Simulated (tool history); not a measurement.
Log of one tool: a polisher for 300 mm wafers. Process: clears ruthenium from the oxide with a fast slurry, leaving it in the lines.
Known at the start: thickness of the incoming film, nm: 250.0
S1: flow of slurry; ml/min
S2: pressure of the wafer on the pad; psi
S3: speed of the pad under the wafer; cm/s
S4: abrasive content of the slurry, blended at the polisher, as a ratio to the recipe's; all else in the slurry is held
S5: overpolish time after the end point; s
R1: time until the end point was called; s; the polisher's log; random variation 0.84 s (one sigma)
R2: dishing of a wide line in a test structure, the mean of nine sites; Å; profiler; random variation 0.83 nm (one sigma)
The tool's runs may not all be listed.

run,hour,S1,S2,S3,S4,S5,R1,R2
1,0,145,3.3,90,1,13,58.671,454.62
2,4.8,145,3.4,90,1,14,57.482,490.17
3,10.8,145,3.4,90,1,12,56.16,436.82
4,17.1,145,3.4,90,0.95,12,57.751,410.31
5,20,120,3.4,90,0.95,12,62.378,404.09
6,22.2,155,3.4,90,0.95,12,58.891,425.58
7,30.1,155,3.6,90,0.95,13,55.63,481.33
8,31.8,160,3.7,90,0.95,13,54.515,473.64

The next listed run, before its measurement:
9,40.7,160,3.8,90,0.95,14,?,?

{"run 9": {"R1": 53.551, "R2": 521.17}}

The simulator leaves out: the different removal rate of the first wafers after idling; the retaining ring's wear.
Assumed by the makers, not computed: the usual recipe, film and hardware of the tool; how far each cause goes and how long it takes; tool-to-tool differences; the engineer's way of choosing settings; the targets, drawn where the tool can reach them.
